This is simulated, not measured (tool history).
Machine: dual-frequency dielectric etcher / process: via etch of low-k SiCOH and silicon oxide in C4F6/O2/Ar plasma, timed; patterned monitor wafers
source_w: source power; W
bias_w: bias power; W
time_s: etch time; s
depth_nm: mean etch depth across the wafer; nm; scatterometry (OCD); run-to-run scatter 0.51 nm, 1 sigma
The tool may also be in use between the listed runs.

Run 1, hour 0: source_w 300 W, bias_w 238 W, time_s 48.5 s. Result: depth_nm 137.97 nm.
Run 2, hour 2.9: source_w 260 W, bias_w 227 W, time_s 48.5 s. Result: depth_nm 125.95 nm.
Run 3, hour 10.7: source_w 290 W, bias_w 227 W, time_s 48.5 s. Result: depth_nm 133.09 nm.
Run 4, hour 15.2: source_w 290 W, bias_w 208 W, time_s 48.5 s. Result: depth_nm 129.16 nm.
Run 5, hour 15.9: source_w 290 W, bias_w 243 W, time_s 48.5 s. Result: depth_nm 137.26 nm.
Run 6, hour 16.6: source_w 260 W, bias_w 243 W, time_s 48.5 s. Result: depth_nm 128.9 nm.
Run 7, hour 23.2: source_w 240 W, bias_w 242 W, time_s 48.5 s. Result: depth_nm 123.75 nm.

What will run 8 give?
Run 8, hour 29.1: source_w 220 W, bias_w 241 W, time_s 48.5 s. Result: depth_nm ?.

Run 8 yielded depth_nm 117.62 nm.
